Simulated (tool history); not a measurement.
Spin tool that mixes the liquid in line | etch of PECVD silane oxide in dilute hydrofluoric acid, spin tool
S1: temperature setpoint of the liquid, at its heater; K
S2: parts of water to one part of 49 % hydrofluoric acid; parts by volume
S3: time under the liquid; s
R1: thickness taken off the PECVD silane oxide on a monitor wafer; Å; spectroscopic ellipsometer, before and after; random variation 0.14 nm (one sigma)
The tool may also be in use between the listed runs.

run,hour,S1,S2,S3,R1
1,0,296.15,260,90,159.44
2,1.6,296.15,260,95,168.03
3,8.3,296.15,260,90,159.64
4,16.8,298.65,235,90,198.67
5,19.9,300.65,220,90,229.89
6,24,301.65,210,90,252.97
7,25.1,302.65,205,90,269.93
8,26.1,303.15,200,90,284.72

Run 9 comes next. What will it give?
9,27.1,303.65,195,90,?

R1: 299.3 Å
